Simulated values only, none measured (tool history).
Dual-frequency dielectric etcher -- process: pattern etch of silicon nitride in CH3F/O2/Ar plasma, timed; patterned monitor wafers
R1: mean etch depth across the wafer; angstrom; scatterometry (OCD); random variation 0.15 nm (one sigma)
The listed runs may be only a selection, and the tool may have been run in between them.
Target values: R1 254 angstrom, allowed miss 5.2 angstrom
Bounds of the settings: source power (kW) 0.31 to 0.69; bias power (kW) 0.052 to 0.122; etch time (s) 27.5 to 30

{"run": 1, "hour": 0.0, "source power (kW)": 0.5, "bias power (kW)": 0.087, "etch time (s)": 30, "R1": 228.41}
{"run": 2, "hour": 4.1, "source power (kW)": 0.52, "bias power (kW)": 0.088, "etch time (s)": 30, "R1": 233.35}
{"run": 3, "hour": 4.9, "source power (kW)": 0.52, "bias power (kW)": 0.088, "etch time (s)": 30, "R1": 233.34}
{"run": 4, "hour": 7.1, "source power (kW)": 0.52, "bias power (kW)": 0.088, "etch time (s)": 27.5, "R1": 212.34}
{"run": 5, "hour": 11.0, "source power (kW)": 0.54, "bias power (kW)": 0.093, "etch time (s)": 27.5, "R1": 220.82}
{"run": 6, "hour": 13.4, "source power (kW)": 0.56, "bias power (kW)": 0.097, "etch time (s)": 27.5, "R1": 226.86}
{"run": 7, "hour": 19.5, "source power (kW)": 0.58, "bias power (kW)": 0.1, "etch time (s)": 27.5, "R1": 233}
{"run": 8, "hour": 20.6, "source power (kW)": 0.6, "bias power (kW)": 0.102, "etch time (s)": 27.5, "R1": 240.31}
{"run": 9, "hour": 29.3, "source power (kW)": 0.61, "bias power (kW)": 0.103, "etch time (s)": 27.5, "R1": 237.59}
{"run": 10, "hour": 35.2, "source power (kW)": 0.62, "bias power (kW)": 0.105, "etch time (s)": 27.5, "R1": 243.25}
{"run": 11, "hour": 43.8, "source power (kW)": 0.63, "bias power (kW)": 0.106, "etch time (s)": 27.5, "R1": 246.41}
{"run": 12, "hour": 45.4, "source power (kW)": 0.64, "bias power (kW)": 0.106, "etch time (s)": 27.5, "R1": 248.51}

4 candidate next runs follow, results not yet known. Just one meets every target within its allowed miss. Identify it.
{"run": "A", "hour": 47.0, "source power (kW)": 0.62, "bias power (kW)": 0.113, "etch time (s)": 29.5, "R1": "?"}
{"run": "B", "hour": 47.0, "source power (kW)": 0.61, "bias power (kW)": 0.108, "etch time (s)": 29.5, "R1": "?"}
{"run": "C", "hour": 47.0, "source power (kW)": 0.65, "bias power (kW)": 0.107, "etch time (s)": 29.5, "R1": "?"}
{"run": "D", "hour": 47.0, "source power (kW)": 0.67, "bias power (kW)": 0.105, "etch time (s)": 28, "R1": "?"}

move=A R1=269.73
move=B R1=263.15
move=C R1=268.04
move=D R1=255.13
A: moves the result that the last run missed by most past its target, out the other side
B: moves the result that the last run missed by most past its target, out the other side
C: moves the result that the last run missed by most past its target, out the other side
D: in spec on every target
Answer: D

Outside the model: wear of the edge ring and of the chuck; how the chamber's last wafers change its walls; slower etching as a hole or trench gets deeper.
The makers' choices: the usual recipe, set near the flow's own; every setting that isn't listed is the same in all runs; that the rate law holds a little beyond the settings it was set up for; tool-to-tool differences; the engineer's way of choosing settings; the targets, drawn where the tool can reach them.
